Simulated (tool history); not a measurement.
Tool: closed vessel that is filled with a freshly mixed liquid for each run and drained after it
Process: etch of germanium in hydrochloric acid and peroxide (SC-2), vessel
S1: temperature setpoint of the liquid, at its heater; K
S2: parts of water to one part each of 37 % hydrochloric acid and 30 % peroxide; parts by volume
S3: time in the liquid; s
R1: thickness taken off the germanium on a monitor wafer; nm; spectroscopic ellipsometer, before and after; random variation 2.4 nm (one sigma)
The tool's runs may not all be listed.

{"run": 1, "hour": 0.0, "S1": 335.15, "S2": 6, "S3": 90, "R1": 361.19}
{"run": 2, "hour": 1.8, "S1": 335.15, "S2": 6, "S3": 90, "R1": 362.25}
{"run": 3, "hour": 9.2, "S1": 335.15, "S2": 6, "S3": 90, "R1": 359.63}
{"run": 4, "hour": 12.3, "S1": 336.65, "S2": 6, "S3": 90, "R1": 379.72}
{"run": 5, "hour": 21.0, "S1": 336.65, "S2": 6, "S3": 90, "R1": 379.33}
{"run": 6, "hour": 22.8, "S1": 329.65, "S2": 6, "S3": 90, "R1": 305.81}
{"run": 7, "hour": 23.8, "S1": 331.65, "S2": 6, "S3": 90, "R1": 329.36}
{"run": 8, "hour": 32.8, "S1": 333.65, "S2": 6, "S3": 90, "R1": 347.98}
{"run": 9, "hour": 37.6, "S1": 335.15, "S2": 6, "S3": 90, "R1": 362.22}
{"run": 10, "hour": 41.3, "S1": 336.65, "S2": 6, "S3": 90, "R1": 379.1}
{"run": 11, "hour": 46.0, "S1": 337.65, "S2": 6, "S3": 90, "R1": 388.54}
{"run": 12, "hour": 52.8, "S1": 338.65, "S2": 6, "S3": 90, "R1": 399.61}
{"run": 13, "hour": 56.1, "S1": 339.65, "S2": 6, "S3": 90, "R1": 415.85}
{"run": 14, "hour": 59.8, "S1": 340.15, "S2": 6, "S3": 90, "R1": 417.37}

Forecast run 15:
{"hour": 60.7, "done": "chemicals flow meter replaced"}
{"run": 15, "hour": 60.7, "S1": 340.65, "S2": 6, "S3": 90, "R1": "?"}

R1: 424.59 nm
